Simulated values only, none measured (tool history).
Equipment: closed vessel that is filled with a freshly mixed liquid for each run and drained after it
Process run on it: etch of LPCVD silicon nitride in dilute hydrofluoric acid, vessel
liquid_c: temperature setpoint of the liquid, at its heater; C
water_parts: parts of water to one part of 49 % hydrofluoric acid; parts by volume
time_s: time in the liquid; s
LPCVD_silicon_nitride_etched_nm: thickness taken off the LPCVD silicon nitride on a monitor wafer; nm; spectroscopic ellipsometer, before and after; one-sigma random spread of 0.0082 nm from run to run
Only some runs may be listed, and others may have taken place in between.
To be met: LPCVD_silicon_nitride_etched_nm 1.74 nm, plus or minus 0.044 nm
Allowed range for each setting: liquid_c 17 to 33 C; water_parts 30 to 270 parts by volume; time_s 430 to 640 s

run,hour,liquid_c,water_parts,time_s,LPCVD_silicon_nitride_etched_nm
1,0,25,150,640,2.011
2,2.2,24.5,150,640,1.9622
3,8.9,28,150,640,2.4262
4,13,28,150,640,2.46
5,20.7,26.5,150,640,2.1956
6,24,29,150,640,2.5964
7,28.6,25,150,640,2.0173
8,36.7,24.5,150,640,1.9536
9,45.7,24,150,640,1.8892
10,53,23.5,150,640,1.833

4 next moves are on the table. One of them brings every result within its allowed miss. Which?
A,60.3,25.5,165,615,?
B,60.3,21.5,135,620,?
C,60.3,24.5,145,620,?
D,60.3,21.5,130,630,?

move,LPCVD_silicon_nitride_etched_nm
A,1.8181
B,1.7243
C,1.9551
D,1.8181
A: gains on the last run, yet a result remains outside its allowed miss
B: in spec on every target
C: further off than the last run
D: gains on the last run, yet a result remains outside its allowed miss
So the answer is move B, the one that meets all the targets.

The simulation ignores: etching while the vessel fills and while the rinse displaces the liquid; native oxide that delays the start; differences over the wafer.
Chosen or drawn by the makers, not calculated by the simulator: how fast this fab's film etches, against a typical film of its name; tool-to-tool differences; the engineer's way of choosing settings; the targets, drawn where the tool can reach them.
